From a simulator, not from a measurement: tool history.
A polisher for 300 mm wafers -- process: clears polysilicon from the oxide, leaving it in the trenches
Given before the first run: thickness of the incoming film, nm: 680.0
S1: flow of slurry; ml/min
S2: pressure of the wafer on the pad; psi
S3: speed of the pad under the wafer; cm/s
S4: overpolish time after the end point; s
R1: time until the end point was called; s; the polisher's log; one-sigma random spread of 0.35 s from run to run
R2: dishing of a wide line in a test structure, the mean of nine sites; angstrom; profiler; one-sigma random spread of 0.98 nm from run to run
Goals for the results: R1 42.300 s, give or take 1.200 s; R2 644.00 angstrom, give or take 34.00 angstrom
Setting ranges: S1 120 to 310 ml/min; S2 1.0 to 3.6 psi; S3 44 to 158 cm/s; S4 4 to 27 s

run,day,S1,S2,S3,S4,R1,R2
1,0.000,200,2.3,100,14,68.319,678.50
2,0.338,205,2.5,100,12,62.112,641.86
3,0.496,205,2.5,100,15,62.385,693.50
4,0.604,210,2.7,100,14,57.686,725.06
5,0.938,210,3.0,100,14,51.399,731.56
6,1.204,215,3.1,100,13,50.665,732.14
7,1.412,215,3.2,100,11,48.990,703.18
8,1.721,215,3.3,100,10,47.234,685.86
9,1.958,215,3.4,100,9,45.903,658.14
# day 2.283: worn pad replaced by a new one
10,2.283,220,3.5,100,8,39.519,645.48
11,2.354,215,3.5,100,8,39.783,658.83
12,2.625,215,3.4,100,8,40.948,648.95

Which single option among these 4 for the next run brings every result within its allowed miss of target? Just one does.
A,2.896,200,3.5,102,10,?,?
B,2.896,250,3.1,104,8,?,?
C,2.896,255,2.6,112,9,?,?
D,2.896,195,3.4,98,6,?,?

move,R1,R2
A,39.002,712.30
B,42.010,636.66
C,46.312,642.29
D,41.849,553.55
A: further off than the last run
B: hits every target within its allowed miss
C: moves the result that the last run missed by most past its target, out the other side
D: the worst result of the last run now meets its target, but another is out of spec
The right move is B.
